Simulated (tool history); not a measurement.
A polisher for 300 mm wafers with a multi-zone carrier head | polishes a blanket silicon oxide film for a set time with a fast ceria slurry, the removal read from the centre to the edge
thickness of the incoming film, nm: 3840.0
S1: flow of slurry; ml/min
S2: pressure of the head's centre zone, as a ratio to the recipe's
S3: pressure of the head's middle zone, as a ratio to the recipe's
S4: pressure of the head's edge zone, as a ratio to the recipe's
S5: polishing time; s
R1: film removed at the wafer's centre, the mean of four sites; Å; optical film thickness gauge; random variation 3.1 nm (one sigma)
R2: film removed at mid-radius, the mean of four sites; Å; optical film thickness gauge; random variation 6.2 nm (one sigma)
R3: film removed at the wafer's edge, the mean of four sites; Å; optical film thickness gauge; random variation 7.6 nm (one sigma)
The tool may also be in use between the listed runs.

run  hour   S1    S2    S3    S4  S5      R1      R2      R3
  1   0.0  235  1.00  1.00  1.00  35  4528.3  4079.1  4157.2
  2   5.7  235  1.00  1.00  1.00  26  3405.8  3032.9  3095.7
  3   7.0  235  0.98  1.02  1.02  28  3514.5  3305.4  3386.2
  4  10.3  235  0.98  1.02  1.02  20  2526.6  2411.8  2420.9
  5  18.1  235  0.98  0.94  1.02  20  2496.8  2275.1  2493.4
  6  23.8  235  0.96  0.97  1.04  23  2847.1  2652.8  2829.1
  7  27.0  170  0.86  1.07  1.14  33  3543.6  3930.4  4141.7

The next listed run, before its measurement:
  8  33.8  175  0.86  1.09  1.15  34   ?   ?   ?

R1: 3679.8 Å
R2: 4071.2 Å
R3: 4358.3 Å
